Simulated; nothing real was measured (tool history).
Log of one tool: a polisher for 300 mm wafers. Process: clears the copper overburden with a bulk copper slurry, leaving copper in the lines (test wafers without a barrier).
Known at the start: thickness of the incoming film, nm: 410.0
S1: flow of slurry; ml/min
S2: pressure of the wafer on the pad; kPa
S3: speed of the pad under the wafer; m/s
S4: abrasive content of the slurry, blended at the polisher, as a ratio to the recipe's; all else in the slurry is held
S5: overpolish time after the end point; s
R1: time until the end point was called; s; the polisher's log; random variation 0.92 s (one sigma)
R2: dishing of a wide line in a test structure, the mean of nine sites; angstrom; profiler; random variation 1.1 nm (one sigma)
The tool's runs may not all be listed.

run	day	S1	S2	S3	S4	S5	R1	R2
1	0.000	160	13.1	0.88	1.0	18	76.307	511.80
2	0.333	160	13.8	0.88	1.0	18	72.055	537.72
3	0.496	145	13.8	0.88	1.0	18	72.484	525.32
4	0.854	145	14.5	0.88	1.0	18	69.829	546.55
5	1.029	165	14.5	0.88	1.0	18	69.658	544.37
6	1.254	165	14.5	0.88	0.8	18	72.208	498.53
7	1.383	165	15.2	0.88	0.8	18	72.804	540.52

The next listed run, before its measurement:
8	1.625	165	15.9	0.88	0.8	17	?	?

R1: 68.250 s
R2: 541.77 angstrom

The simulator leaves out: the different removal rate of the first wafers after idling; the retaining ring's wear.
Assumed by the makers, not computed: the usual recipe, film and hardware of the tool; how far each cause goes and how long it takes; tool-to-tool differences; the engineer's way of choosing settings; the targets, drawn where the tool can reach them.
